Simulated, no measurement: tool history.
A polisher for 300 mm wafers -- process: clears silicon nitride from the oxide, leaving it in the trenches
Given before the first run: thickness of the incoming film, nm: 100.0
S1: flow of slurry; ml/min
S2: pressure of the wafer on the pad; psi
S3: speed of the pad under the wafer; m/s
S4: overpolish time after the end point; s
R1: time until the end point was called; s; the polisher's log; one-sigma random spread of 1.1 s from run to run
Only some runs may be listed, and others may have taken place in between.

| run | hour | S1 | S2 | S3 | S4 | R1 |
|---|---|---|---|---|---|---|
| 1 | 0 | 225 | 2.8 | 1.1 | 5 | 109.17 |
| 2 | 4.9 | 225 | 2.8 | 1.38 | 5 | 86.201 |
| 3 | 5.7 | 225 | 2.8 | 1.5 | 5 | 80.906 |
| 4 | 6.6 | 225 | 2.6 | 1.5 | 5 | 87.656 |
| 5 | 8.6 | 225 | 2.6 | 1.62 | 5 | 80.462 |
| 6 | 13.4 | 225 | 2.5 | 1.62 | 5 | 82.617 |
| 7 | 14.8 | 225 | 2.4 | 1.62 | 5 | 87.046 |
| 8 | 19.9 | 225 | 2.3 | 1.62 | 5 | 91.259 |
| 9 | 21.9 | 225 | 2.2 | 1.62 | 5 | 95.496 |
|  | 30.9 | slurry nozzle cleaned |
| 10 | 30.9 | 225 | 2.1 | 1.62 | 5 | 96.72 |
| 11 | 37.7 | 225 | 2 | 1.62 | 5 | 102.4 |

Run 12 has not been measured yet. What should we expect?
| 12 | 40.8 | 225 | 1.9 | 1.62 | 5 | ? |

Logged for run 12: R1 106.14 s.
